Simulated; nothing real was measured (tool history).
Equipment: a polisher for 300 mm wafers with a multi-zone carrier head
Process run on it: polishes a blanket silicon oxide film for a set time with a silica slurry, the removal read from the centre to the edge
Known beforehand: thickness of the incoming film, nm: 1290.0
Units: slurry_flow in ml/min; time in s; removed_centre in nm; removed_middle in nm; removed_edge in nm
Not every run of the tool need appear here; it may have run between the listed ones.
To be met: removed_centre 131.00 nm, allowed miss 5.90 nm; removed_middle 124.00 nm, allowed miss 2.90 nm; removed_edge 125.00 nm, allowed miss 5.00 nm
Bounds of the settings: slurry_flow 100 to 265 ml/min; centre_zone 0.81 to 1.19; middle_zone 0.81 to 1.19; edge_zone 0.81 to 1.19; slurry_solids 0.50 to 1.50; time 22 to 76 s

run	hour	slurry_flow	centre_zone	middle_zone	edge_zone	slurry_solids	time	removed_centre	removed_middle	removed_edge
1	0.0	170	1.00	1.00	1.00	1.00	49	214.93	211.43	206.83
2	2.1	165	0.99	0.97	0.97	0.90	47	190.32	188.33	181.91
3	11.1	155	0.98	0.93	0.96	0.80	46	176.33	166.54	166.75
4	15.2	145	0.96	0.91	0.93	0.75	46	161.31	156.24	157.35
5	23.2	140	0.96	0.89	0.90	0.70	46	155.35	146.67	146.89
6	26.8	165	0.96	0.89	0.90	0.70	46	164.20	152.98	152.60
7	31.6	115	0.92	0.84	0.81	0.50	46	119.54	112.99	117.34
8	33.8	125	0.92	0.84	0.81	0.50	46	121.68	114.60	119.07
9	34.5	135	0.92	0.85	0.81	0.50	46	123.49	117.74	118.58
10	41.5	140	0.92	0.85	0.82	0.50	46	124.98	118.14	120.38
# hour 42.9: edge zone pressure recalibrated
11	42.9	145	0.92	0.85	0.83	0.50	46	128.06	118.99	126.06

Next run, 5 choices. One meets every target within its allowed miss, the rest don't. Which?
A	44.3	130	1.14	1.04	0.81	1.05	30	?	?	?
B	44.3	175	0.95	0.83	0.89	0.60	38	?	?	?
C	44.3	265	1.01	0.85	0.81	0.50	43	?	?	?
D	44.3	100	0.99	0.92	0.81	0.70	41	?	?	?
E	44.3	120	1.14	0.97	0.81	0.55	42	?	?	?

move	removed_centre	removed_middle	removed_edge
A	140.88	128.95	118.36
B	122.03	110.62	125.90
C	142.23	122.76	129.43
D	127.86	123.15	128.25
E	141.69	122.67	120.24
A: carries the result that was furthest off beyond its target, to the other side
B: misses by more than the last run did
C: the furthest-off result lands on target, but another misses its tolerance
D: hits every target within its allowed miss
E: the furthest-off result lands on target, but another misses its tolerance
The move that meets every target is D.
